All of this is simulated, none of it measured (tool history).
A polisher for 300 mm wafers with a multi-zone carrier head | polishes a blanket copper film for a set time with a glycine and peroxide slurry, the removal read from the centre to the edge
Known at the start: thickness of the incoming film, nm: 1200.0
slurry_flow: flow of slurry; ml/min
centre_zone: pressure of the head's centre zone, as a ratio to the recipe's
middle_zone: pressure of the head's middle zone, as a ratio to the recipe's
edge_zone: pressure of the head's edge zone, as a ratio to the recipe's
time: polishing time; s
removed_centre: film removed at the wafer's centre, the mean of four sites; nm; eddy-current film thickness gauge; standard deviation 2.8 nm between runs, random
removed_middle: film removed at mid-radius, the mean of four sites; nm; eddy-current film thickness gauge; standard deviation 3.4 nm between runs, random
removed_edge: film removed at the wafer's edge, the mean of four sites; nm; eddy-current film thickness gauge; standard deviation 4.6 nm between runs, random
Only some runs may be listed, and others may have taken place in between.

{"run": 1, "hour": 0.0, "slurry_flow": 290, "centre_zone": 1.0, "middle_zone": 1.0, "edge_zone": 1.0, "time": 90, "removed_centre": 473.71, "removed_middle": 430.47, "removed_edge": 425.14}
{"run": 2, "hour": 5.0, "slurry_flow": 290, "centre_zone": 0.92, "middle_zone": 1.0, "edge_zone": 1.0, "time": 90, "removed_centre": 427.76, "removed_middle": 442.47, "removed_edge": 429.36}
{"run": 3, "hour": 13.4, "slurry_flow": 290, "centre_zone": 0.94, "middle_zone": 0.96, "edge_zone": 0.96, "time": 83, "removed_centre": 400.56, "removed_middle": 387.93, "removed_edge": 385.92}
{"run": 4, "hour": 16.0, "slurry_flow": 290, "centre_zone": 0.95, "middle_zone": 0.93, "edge_zone": 0.92, "time": 79, "removed_centre": 397.26, "removed_middle": 361.14, "removed_edge": 372.45}
{"run": 5, "hour": 18.2, "slurry_flow": 290, "centre_zone": 0.95, "middle_zone": 0.87, "edge_zone": 0.92, "time": 79, "removed_centre": 389.32, "removed_middle": 341.37, "removed_edge": 362.41}
{"run": 6, "hour": 21.5, "slurry_flow": 290, "centre_zone": 0.96, "middle_zone": 0.88, "edge_zone": 0.89, "time": 75, "removed_centre": 373.98, "removed_middle": 333.29, "removed_edge": 333.81}
{"run": 7, "hour": 29.1, "slurry_flow": 290, "centre_zone": 0.96, "middle_zone": 0.88, "edge_zone": 0.89, "time": 75, "removed_centre": 380.43, "removed_middle": 324.44, "removed_edge": 340.65}

Run 8 is up next; what results do you expect?
{"run": 8, "hour": 34.0, "slurry_flow": 285, "centre_zone": 0.96, "middle_zone": 0.88, "edge_zone": 0.87, "time": 73, "removed_centre": "?", "removed_middle": "?", "removed_edge": "?"}

removed_centre: 364.32 nm
removed_middle: 320.89 nm
removed_edge: 331.60 nm
